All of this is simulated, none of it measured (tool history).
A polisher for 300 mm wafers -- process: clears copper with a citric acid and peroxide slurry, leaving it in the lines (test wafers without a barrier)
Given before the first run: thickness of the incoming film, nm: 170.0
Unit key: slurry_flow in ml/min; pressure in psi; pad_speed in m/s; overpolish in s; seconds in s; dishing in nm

{"run": 1, "hour": 0.0, "slurry_flow": 270, "pressure": 2.0, "pad_speed": 1.14, "slurry_solids": 1.0, "overpolish": 20, "seconds": 117.86, "dishing": 21.563}
{"run": 2, "hour": 5.6, "slurry_flow": 275, "pressure": 1.8, "pad_speed": 1.04, "slurry_solids": 1.0, "overpolish": 17, "seconds": 138.11, "dishing": 15.932}
{"run": 3, "hour": 9.1, "slurry_flow": 285, "pressure": 1.6, "pad_speed": 0.96, "slurry_solids": 1.0, "overpolish": 15, "seconds": 161.74, "dishing": 12.409}
{"run": 4, "hour": 10.4, "slurry_flow": 285, "pressure": 1.6, "pad_speed": 0.96, "slurry_solids": 1.0, "overpolish": 19, "seconds": 163.01, "dishing": 15.615}
{"run": 5, "hour": 17.2, "slurry_flow": 285, "pressure": 1.6, "pad_speed": 0.74, "slurry_solids": 1.0, "overpolish": 19, "seconds": 208.98, "dishing": 12.051}
{"run": 6, "hour": 26.1, "slurry_flow": 300, "pressure": 1.5, "pad_speed": 0.74, "slurry_solids": 1.0, "overpolish": 16, "seconds": 219.66, "dishing": 10.254}
{"run": 7, "hour": 33.2, "slurry_flow": 290, "pressure": 1.5, "pad_speed": 0.74, "slurry_solids": 1.0, "overpolish": 14, "seconds": 216.52, "dishing": 8.9908}
{"run": 8, "hour": 35.3, "slurry_flow": 280, "pressure": 1.5, "pad_speed": 0.74, "slurry_solids": 1.0, "overpolish": 13, "seconds": 216.52, "dishing": 8.2234}
{"run": 9, "hour": 37.0, "slurry_flow": 260, "pressure": 1.5, "pad_speed": 0.74, "slurry_solids": 1.0, "overpolish": 13, "seconds": 213.86, "dishing": 8.0307}

Expected results for the next run?
{"run": 10, "hour": 45.1, "slurry_flow": 250, "pressure": 1.5, "pad_speed": 0.74, "slurry_solids": 1.0, "overpolish": 13, "seconds": "?", "dishing": "?"}

Run 10 came out at seconds 219.82 s, dishing 8.1766 nm.

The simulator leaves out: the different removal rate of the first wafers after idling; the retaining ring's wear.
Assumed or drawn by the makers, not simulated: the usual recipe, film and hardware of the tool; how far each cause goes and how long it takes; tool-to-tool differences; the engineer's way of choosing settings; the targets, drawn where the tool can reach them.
